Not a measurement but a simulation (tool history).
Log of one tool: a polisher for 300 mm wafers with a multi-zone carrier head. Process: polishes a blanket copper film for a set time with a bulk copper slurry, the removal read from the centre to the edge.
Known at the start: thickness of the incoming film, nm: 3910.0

run	hour	flow of slurry (ml/min)	pressure of the head's centre zone	pressure of the head's middle zone	pressure of the head's edge zone	abrasive content of the slurry	polishing time (s)	film removed at the wafer's centre (Å)	film removed at mid-radius (Å)	film removed at the wafer's edge (Å)
1	0	220	1	1	1	1	73	5569.4	5390.5	5316.2
2	6.2	220	1	1	1	1	64	4850	4835.3	4745.7
3	8.1	185	1	1	1	1	64	4750.6	4694.8	4649
4	16.3	185	1	1	1	1	82	6111.3	6006.2	5981.4
5	25.1	185	1	1.08	1	1	82	6248.2	6449.1	5970.6
6	28	185	0.94	1.08	1	1	82	5704.5	6368.6	5909
7	29.8	195	0.94	1.07	0.97	0.9	80	5556.9	5941	5697.1
8	31.7	200	0.94	1.1	0.95	0.85	77	5308.4	6023.6	5339.7
9	40.6	200	0.94	1.09	0.93	0.8	76	5155.4	5910	5187.3

The next listed run, before its measurement:
10	49.5	200	0.95	1.07	0.91	0.75	75	?	?	?

film removed at the wafer's centre (Å): 5187
film removed at mid-radius (Å): 5636.5
film removed at the wafer's edge (Å): 5045.1
